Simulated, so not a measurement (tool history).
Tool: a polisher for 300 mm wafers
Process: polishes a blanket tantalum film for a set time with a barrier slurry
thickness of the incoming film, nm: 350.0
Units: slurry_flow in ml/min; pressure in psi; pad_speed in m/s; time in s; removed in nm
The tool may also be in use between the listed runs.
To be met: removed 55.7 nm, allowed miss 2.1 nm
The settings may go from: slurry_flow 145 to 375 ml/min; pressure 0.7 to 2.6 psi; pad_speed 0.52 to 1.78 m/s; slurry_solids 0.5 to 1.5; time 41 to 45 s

run  hour  slurry_flow  pressure  pad_speed  slurry_solids  time  removed
  1     0          240       1.6       1.14              1    45   81.659
  2   2.9          275       1.6       1.14              1    45   82.182
  3     4          275       1.4       1.14              1    45   72.666
  4   6.3          275       1.4        1.3              1    45    83.12
  5  15.1          275       1.4        1.3           0.85    45   81.167
  6  22.7          275       1.4       1.08           0.85    45    66.38
  7    27          275       1.3       1.08           0.85    45   62.274
  8    29          275       1.2       1.08           0.85    45   59.599

Which of these 5 next moves meets every target?
  A    31          270       1.3       1.06           0.85    45        ?
  B    31          285       1.3       1.04            1.1    44        ?
  C    31          255       1.1       1.26           0.95    45        ?
  D    31          270       1.5       1.06            1.1    41        ?
  E    31          285       1.5       0.82           0.95    45        ?

move  removed
   A   60.853
   B   61.657
   C   63.382
   D   65.925
   E   55.263
A: further off than the last run
B: further off than the last run
C: further off than the last run
D: further off than the last run
E: meets every target
Move E is the one to make.
